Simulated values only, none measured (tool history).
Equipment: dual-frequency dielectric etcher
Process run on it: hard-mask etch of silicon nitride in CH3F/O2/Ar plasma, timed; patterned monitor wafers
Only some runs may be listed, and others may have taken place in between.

| run | hour | source power (kW) | bias power (kW) | etch time (s) | mean etch depth across the wafer (nm) |
|---|---|---|---|---|---|
| 1 | 0 | 0.37 | 0.059 | 308 | 198.67 |
| 2 | 7.1 | 0.39 | 0.06 | 308.5 | 205.3 |
| 3 | 13.4 | 0.39 | 0.055 | 308.5 | 197.48 |
| 4 | 17.4 | 0.4 | 0.057 | 309 | 202.95 |
| 5 | 24.9 | 0.4 | 0.065 | 309 | 213.44 |
| 6 | 25.9 | 0.34 | 0.065 | 309 | 200.05 |
| 7 | 30.7 | 0.36 | 0.066 | 309.5 | 207.77 |
| 8 | 39.6 | 0.37 | 0.067 | 310 | 211.14 |

Run 9 is up next; what results do you expect?
| 9 | 41.7 | 0.38 | 0.068 | 310 | ? |

{"run 9": {"mean etch depth across the wafer (nm)": 215.86}}
